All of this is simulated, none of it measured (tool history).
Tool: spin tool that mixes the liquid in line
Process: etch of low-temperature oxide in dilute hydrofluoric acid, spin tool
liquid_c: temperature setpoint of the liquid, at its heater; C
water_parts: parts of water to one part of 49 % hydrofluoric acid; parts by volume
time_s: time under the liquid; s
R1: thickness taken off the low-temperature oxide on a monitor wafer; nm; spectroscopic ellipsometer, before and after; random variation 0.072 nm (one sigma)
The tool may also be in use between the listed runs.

{"run": 1, "hour": 0.0, "liquid_c": 23.0, "water_parts": 150, "time_s": 45, "R1": 3.9883}
{"run": 2, "hour": 3.0, "liquid_c": 25.5, "water_parts": 125, "time_s": 45, "R1": 5.4252}
{"run": 3, "hour": 8.0, "liquid_c": 25.5, "water_parts": 90, "time_s": 45, "R1": 7.7427}
{"run": 4, "hour": 12.0, "liquid_c": 25.5, "water_parts": 90, "time_s": 45, "R1": 7.7752}
{"run": 5, "hour": 13.2, "liquid_c": 27.0, "water_parts": 90, "time_s": 45, "R1": 8.4212}
{"run": 6, "hour": 21.1, "liquid_c": 27.0, "water_parts": 90, "time_s": 45, "R1": 8.307}
{"run": 7, "hour": 25.2, "liquid_c": 27.5, "water_parts": 90, "time_s": 45, "R1": 8.4633}
{"run": 8, "hour": 26.7, "liquid_c": 27.5, "water_parts": 90, "time_s": 45, "R1": 8.5157}

The next listed run, before its measurement:
{"run": 9, "hour": 31.7, "liquid_c": 28.0, "water_parts": 90, "time_s": 45, "R1": "?"}

{"run 9": {"R1": 8.542}}

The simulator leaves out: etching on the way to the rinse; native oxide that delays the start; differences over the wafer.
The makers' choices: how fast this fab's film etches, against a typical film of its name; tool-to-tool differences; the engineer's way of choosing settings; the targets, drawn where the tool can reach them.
